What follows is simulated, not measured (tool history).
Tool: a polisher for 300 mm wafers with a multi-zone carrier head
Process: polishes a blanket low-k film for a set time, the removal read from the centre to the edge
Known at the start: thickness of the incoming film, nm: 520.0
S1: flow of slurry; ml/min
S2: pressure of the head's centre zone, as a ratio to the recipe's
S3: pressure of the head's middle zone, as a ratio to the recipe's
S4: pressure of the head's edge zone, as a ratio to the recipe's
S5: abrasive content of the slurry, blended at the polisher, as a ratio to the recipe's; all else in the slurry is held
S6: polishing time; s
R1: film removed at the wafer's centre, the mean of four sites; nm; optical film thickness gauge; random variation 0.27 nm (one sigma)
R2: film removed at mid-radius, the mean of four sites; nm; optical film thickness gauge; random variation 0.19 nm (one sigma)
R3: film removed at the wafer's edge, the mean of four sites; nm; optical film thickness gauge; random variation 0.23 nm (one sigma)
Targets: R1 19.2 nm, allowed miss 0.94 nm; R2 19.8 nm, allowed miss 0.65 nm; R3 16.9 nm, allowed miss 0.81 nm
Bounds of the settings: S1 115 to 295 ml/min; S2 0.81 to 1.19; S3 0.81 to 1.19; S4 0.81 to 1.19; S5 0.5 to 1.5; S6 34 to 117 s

run	hour	S1	S2	S3	S4	S5	S6	R1	R2	R3
1	0	190	1	1	1	1	75	41.267	40.911	39.269
2	1.2	190	1	1.04	1	1	75	41.53	42.305	40.614
3	7.5	205	0.98	1.01	0.94	0.85	63	31.936	32.388	30.295
4	15.4	215	0.98	1.02	0.9	0.75	55	25.556	26.536	23.765
5	21.5	215	0.98	1.07	0.9	0.75	55	25.006	27.965	24.127
6	28.6	215	0.98	1.07	0.9	0.65	55	23.821	25.688	21.925
7	34.3	210	0.98	1.05	0.88	0.6	53	21.85	22.763	19.577
8	40.8	190	0.97	1.05	0.86	0.6	53	20.914	22.557	20.151
9	49.1	240	0.97	1.03	0.85	0.5	44	16.143	17.154	14.986
10	54.7	240	0.97	1.03	0.85	0.5	44	16.018	17.29	14.677
11	56.7	225	0.99	1.05	0.87	0.5	44	16.632	17.202	14.764
12	63.6	215	1	1.07	0.89	0.55	44	17.319	18.203	16.4
13	71.8	220	1.02	1.08	0.88	0.55	44	18.006	18.359	16.096
14	73.7	220	1.03	1.1	0.88	0.55	44	17.708	18.467	15.828
15	80.9	220	1.04	1.11	0.89	0.55	44	18.206	18.836	15.814
16	86.9	215	1.04	1.12	0.9	0.55	44	17.911	18.906	15.964
17	95.5	210	1.05	1.12	0.91	0.55	44	18.255	18.872	15.828
18	99.9	205	1.05	1.12	0.92	0.55	44	18.001	19.106	15.882
19	103	230	1.08	1.12	0.99	0.6	44	20.384	20.516	18.07

5 next moves are on the table. One of them brings every result within its allowed miss. Which?
A	106.1	265	1.09	1.04	0.99	0.5	46	?	?	?
B	106.1	275	1.19	1.17	0.89	0.5	49	?	?	?
C	106.1	285	1.09	1.15	1.01	0.75	36	?	?	?
D	106.1	205	1.14	1.12	0.97	0.5	46	?	?	?
E	106.1	255	1.15	1.19	0.92	0.5	45	?	?	?

move	R1	R2	R3
A	19.409	18.094	16.733
B	22.679	21.4	17.011
C	19.847	20.13	17.183
D	19.55	18.629	16.142
E	19.945	19.776	15.746
A: brings the result that was furthest off to its target, and leaves another outside
B: brings the result that was furthest off to its target, and leaves another outside
C: meets every target
D: brings the result that was furthest off to its target, and leaves another outside
E: takes the result that was furthest off past its target
The right move is C.
